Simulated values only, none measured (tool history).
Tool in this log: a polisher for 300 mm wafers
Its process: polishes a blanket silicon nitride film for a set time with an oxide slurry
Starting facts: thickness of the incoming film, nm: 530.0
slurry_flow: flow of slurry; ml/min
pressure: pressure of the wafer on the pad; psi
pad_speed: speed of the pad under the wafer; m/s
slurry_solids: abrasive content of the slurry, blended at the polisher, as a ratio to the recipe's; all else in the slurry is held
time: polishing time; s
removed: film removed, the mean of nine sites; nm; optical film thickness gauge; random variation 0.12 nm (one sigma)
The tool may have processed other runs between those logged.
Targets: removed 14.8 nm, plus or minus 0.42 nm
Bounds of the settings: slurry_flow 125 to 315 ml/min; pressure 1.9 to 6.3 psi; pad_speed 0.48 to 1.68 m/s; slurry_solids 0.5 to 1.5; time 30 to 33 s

{"run": 1, "hour": 0.0, "slurry_flow": 205, "pressure": 4.1, "pad_speed": 1.08, "slurry_solids": 1, "time": 33, "removed": 21.397}
{"run": 2, "hour": 3.3, "slurry_flow": 205, "pressure": 3.9, "pad_speed": 1.08, "slurry_solids": 1, "time": 33, "removed": 20.478}
{"run": 3, "hour": 8.6, "slurry_flow": 205, "pressure": 3.3, "pad_speed": 1.08, "slurry_solids": 1, "time": 33, "removed": 17.408}
{"run": 4, "hour": 9.2, "slurry_flow": 250, "pressure": 3.3, "pad_speed": 1.08, "slurry_solids": 1, "time": 33, "removed": 17.759}
{"run": 5, "hour": 13.9, "slurry_flow": 275, "pressure": 3.3, "pad_speed": 1.08, "slurry_solids": 1, "time": 33, "removed": 17.826}
{"run": 6, "hour": 20.4, "slurry_flow": 310, "pressure": 3.3, "pad_speed": 1.08, "slurry_solids": 1, "time": 33, "removed": 17.94}
{"run": 7, "hour": 24.0, "slurry_flow": 310, "pressure": 3.2, "pad_speed": 1.08, "slurry_solids": 1, "time": 33, "removed": 17.383}
{"run": 8, "hour": 27.2, "slurry_flow": 310, "pressure": 3.1, "pad_speed": 1.08, "slurry_solids": 1, "time": 33, "removed": 17.03}

Next run, 4 choices. One meets every target within its allowed miss, the rest don't. Which?
{"run": "A", "hour": 30.4, "slurry_flow": 310, "pressure": 3.3, "pad_speed": 1.16, "slurry_solids": 1, "time": 33, "removed": "?"}
{"run": "B", "hour": 30.4, "slurry_flow": 315, "pressure": 2.9, "pad_speed": 0.92, "slurry_solids": 1.1, "time": 33, "removed": "?"}
{"run": "C", "hour": 30.4, "slurry_flow": 315, "pressure": 3.3, "pad_speed": 1.2, "slurry_solids": 1.05, "time": 33, "removed": "?"}
{"run": "D", "hour": 30.4, "slurry_flow": 285, "pressure": 3.6, "pad_speed": 1.06, "slurry_solids": 1.2, "time": 33, "removed": "?"}

move=A removed=18.957
move=B removed=14.585
move=C removed=19.976
move=D removed=20.761
A: its largest miss is bigger than the last run's
B: every result lands within tolerance
C: its largest miss is bigger than the last run's
D: its largest miss is bigger than the last run's
Answer: B
